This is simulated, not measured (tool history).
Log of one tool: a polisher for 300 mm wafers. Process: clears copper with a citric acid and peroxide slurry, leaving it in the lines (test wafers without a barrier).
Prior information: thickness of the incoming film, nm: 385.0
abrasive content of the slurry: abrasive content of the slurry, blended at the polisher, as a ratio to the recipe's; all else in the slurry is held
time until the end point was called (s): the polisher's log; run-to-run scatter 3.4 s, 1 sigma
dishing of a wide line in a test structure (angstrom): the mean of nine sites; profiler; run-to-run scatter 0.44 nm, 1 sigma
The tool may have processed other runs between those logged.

run,hour,flow of slurry (ml/min),pressure of the wafer on the pad (psi),speed of the pad under the wafer (m/s),abrasive content of the slurry,overpolish time after the end point (s),time until the end point was called (s),dishing of a wide line in a test structure (angstrom)
1,0.0,180,3.3,0.94,1.00,15,167.87,273.71
2,4.3,180,3.3,0.78,1.00,15,205.71,234.50
3,13.1,180,3.3,0.76,1.00,17,208.07,254.17
4,18.4,180,3.3,0.76,0.90,17,219.19,251.67
5,23.5,180,3.0,0.76,0.90,17,229.78,246.31
6,30.3,175,3.1,0.78,0.85,18,222.85,262.32
7,31.2,175,3.1,0.78,0.85,18,219.77,264.90
8,32.1,175,3.1,0.78,0.85,19,220.78,269.70
9,33.8,175,3.2,0.78,0.85,20,213.25,295.10
10,35.5,175,3.2,0.78,0.85,21,217.85,303.10

The next listed run, before its measurement:
11,37.9,175,3.3,0.78,0.85,22,?,?

{"run 11": {"time until the end point was called (s)": 213.22, "dishing of a wide line in a test structure (angstrom)": 332.14}}

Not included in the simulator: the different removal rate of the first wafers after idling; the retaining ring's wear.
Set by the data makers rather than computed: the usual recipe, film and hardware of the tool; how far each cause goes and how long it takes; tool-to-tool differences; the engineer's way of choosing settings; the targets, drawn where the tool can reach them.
